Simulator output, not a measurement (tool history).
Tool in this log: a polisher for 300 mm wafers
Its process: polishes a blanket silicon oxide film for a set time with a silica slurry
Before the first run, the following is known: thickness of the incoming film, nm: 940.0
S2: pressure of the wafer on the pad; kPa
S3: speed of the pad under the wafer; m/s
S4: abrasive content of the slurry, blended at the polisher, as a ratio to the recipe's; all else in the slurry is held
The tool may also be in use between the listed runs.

Run 1, hour 0: flow of slurry (ml/min) 170, S2 31.7 kPa, S3 1.12 m/s, S4 1, polishing time (s) 46. Result: film removed (nm) 158.41.
Run 2, hour 2.4: flow of slurry (ml/min) 170, S2 29.6 kPa, S3 1.12 m/s, S4 1, polishing time (s) 46. Result: film removed (nm) 154.64.
Run 3, hour 5.8: flow of slurry (ml/min) 170, S2 29.6 kPa, S3 1.12 m/s, S4 1, polishing time (s) 41. Result: film removed (nm) 137.37.
Run 4, hour 13: flow of slurry (ml/min) 170, S2 28.3 kPa, S3 1.12 m/s, S4 1, polishing time (s) 41. Result: film removed (nm) 133.33.
Run 5, hour 15.7: flow of slurry (ml/min) 170, S2 28.3 kPa, S3 1.12 m/s, S4 1, polishing time (s) 41. Result: film removed (nm) 136.12.
Run 6, hour 18.7: flow of slurry (ml/min) 170, S2 26.9 kPa, S3 1.12 m/s, S4 1, polishing time (s) 41. Result: film removed (nm) 128.83.
Run 7, hour 20.6: flow of slurry (ml/min) 170, S2 25.5 kPa, S3 1.12 m/s, S4 1, polishing time (s) 41. Result: film removed (nm) 128.22.
Run 8, hour 28.2: flow of slurry (ml/min) 170, S2 24.1 kPa, S3 1.12 m/s, S4 1, polishing time (s) 41. Result: film removed (nm) 122.21.
Run 9, hour 35.4: flow of slurry (ml/min) 170, S2 23.4 kPa, S3 1.12 m/s, S4 1, polishing time (s) 41. Result: film removed (nm) 119.04.
Run 10, hour 39.8: flow of slurry (ml/min) 170, S2 22.8 kPa, S3 1.12 m/s, S4 1, polishing time (s) 41. Result: film removed (nm) 118.69.
Run 11, hour 40.6: flow of slurry (ml/min) 170, S2 22.1 kPa, S3 1.12 m/s, S4 1, polishing time (s) 41. Result: film removed (nm) 120.33.
Run 12, hour 41.7: flow of slurry (ml/min) 170, S2 21.4 kPa, S3 1.12 m/s, S4 1, polishing time (s) 41. Result: film removed (nm) 116.76.
Run 13, hour 42.8: flow of slurry (ml/min) 170, S2 21.4 kPa, S3 1.12 m/s, S4 1, polishing time (s) 41. Result: film removed (nm) 113.66.

Estimate the outcome of run 14 from the log above:
Run 14, hour 44.4: flow of slurry (ml/min) 170, S2 20.7 kPa, S3 1.12 m/s, S4 1, polishing time (s) 41. Result: film removed (nm) ?.

Run 14 yielded film removed (nm) 112.1.
